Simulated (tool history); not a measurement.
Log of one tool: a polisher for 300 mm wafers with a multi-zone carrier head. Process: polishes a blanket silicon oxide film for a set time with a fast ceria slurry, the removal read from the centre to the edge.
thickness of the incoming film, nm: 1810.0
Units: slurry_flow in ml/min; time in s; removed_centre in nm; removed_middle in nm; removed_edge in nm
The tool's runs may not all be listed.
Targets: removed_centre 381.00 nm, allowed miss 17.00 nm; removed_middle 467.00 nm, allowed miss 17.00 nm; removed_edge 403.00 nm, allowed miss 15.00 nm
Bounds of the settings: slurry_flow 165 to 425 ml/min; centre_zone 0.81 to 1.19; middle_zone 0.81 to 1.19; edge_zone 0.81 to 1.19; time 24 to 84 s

| run | hour | slurry_flow | centre_zone | middle_zone | edge_zone | time | removed_centre | removed_middle | removed_edge |
|---|---|---|---|---|---|---|---|---|---|
| 1 | 0.0 | 275 | 1.00 | 1.00 | 1.00 | 54 | 462.50 | 468.80 | 483.71 |
| 2 | 2.4 | 275 | 1.00 | 1.00 | 1.08 | 54 | 468.31 | 486.10 | 496.29 |
| 3 | 9.7 | 275 | 1.00 | 1.00 | 1.08 | 68 | 597.06 | 610.19 | 623.30 |
| 4 | 17.6 | 275 | 1.00 | 1.03 | 1.06 | 63 | 547.18 | 578.38 | 583.35 |
| 5 | 25.6 | 275 | 1.00 | 1.03 | 1.06 | 72 | 638.31 | 658.10 | 661.97 |
| 6 | 32.7 | 285 | 1.00 | 1.06 | 1.03 | 66 | 586.34 | 622.21 | 587.81 |
| 7 | 40.4 | 295 | 0.98 | 1.07 | 1.01 | 62 | 546.01 | 589.95 | 566.16 |
| 8 | 43.5 | 295 | 0.98 | 1.07 | 1.01 | 62 | 539.27 | 584.48 | 554.48 |
| 9 | 48.4 | 300 | 0.97 | 1.09 | 1.00 | 59 | 515.40 | 553.58 | 534.63 |
| 10 | 56.3 | 275 | 0.96 | 1.11 | 0.96 | 57 | 487.56 | 554.27 | 501.42 |

Which of these 4 next moves meets every target?
| A | 64.2 | 225 | 0.96 | 1.19 | 0.92 | 42 | ? | ? | ? |
| B | 64.2 | 230 | 0.96 | 1.19 | 0.99 | 46 | ? | ? | ? |
| C | 64.2 | 265 | 0.88 | 1.08 | 1.02 | 50 | ? | ? | ? |
| D | 64.2 | 200 | 1.06 | 1.19 | 0.84 | 47 | ? | ? | ? |

| move | removed_centre | removed_middle | removed_edge |
|---|---|---|---|
| A | 348.07 | 417.19 | 359.79 |
| B | 382.59 | 458.35 | 405.98 |
| C | 388.65 | 467.23 | 453.42 |
| D | 421.48 | 457.95 | 384.41 |
A: takes the result that was furthest off past its target
B: meets every target
C: nearer than the last run, and not there yet
D: takes the result that was furthest off past its target
Move B is the one to make.

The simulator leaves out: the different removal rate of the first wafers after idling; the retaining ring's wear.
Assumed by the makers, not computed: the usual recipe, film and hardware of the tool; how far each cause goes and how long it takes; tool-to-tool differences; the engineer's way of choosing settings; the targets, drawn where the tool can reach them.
